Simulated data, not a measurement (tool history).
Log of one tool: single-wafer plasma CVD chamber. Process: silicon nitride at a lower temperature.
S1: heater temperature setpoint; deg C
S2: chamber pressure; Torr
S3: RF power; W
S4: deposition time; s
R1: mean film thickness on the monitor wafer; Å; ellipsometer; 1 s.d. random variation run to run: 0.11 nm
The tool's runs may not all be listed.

{"run": 1, "day": 0.0, "S1": 330, "S2": 1.61, "S3": 275, "S4": 16.2, "R1": 190.44}
{"run": 2, "day": 0.296, "S1": 330, "S2": 1.75, "S3": 275, "S4": 16.2, "R1": 195.37}
{"run": 3, "day": 0.321, "S1": 330, "S2": 1.57, "S3": 275, "S4": 16.2, "R1": 186.41}
{"run": 4, "day": 0.571, "S1": 330, "S2": 1.57, "S3": 275, "S4": 16.7, "R1": 191.17}
{"day": 0.921, "done": "capacitance manometer re-zeroed and calibrated"}
{"run": 5, "day": 0.921, "S1": 330, "S2": 1.57, "S3": 255, "S4": 16.7, "R1": 174.09}
{"run": 6, "day": 1.121, "S1": 330, "S2": 1.34, "S3": 255, "S4": 16.7, "R1": 164.44}
{"run": 7, "day": 1.146, "S1": 330, "S2": 1.42, "S3": 255, "S4": 16.7, "R1": 169.68}
{"run": 8, "day": 1.438, "S1": 330, "S2": 1.49, "S3": 255, "S4": 16.7, "R1": 171.54}
{"run": 9, "day": 1.742, "S1": 330, "S2": 1.56, "S3": 255, "S4": 16.7, "R1": 175.72}

What will run 10 give?
{"run": 10, "day": 1.829, "S1": 330, "S2": 1.62, "S3": 255, "S4": 16.7, "R1": "?"}

{"run 10": {"R1": 177.13}}
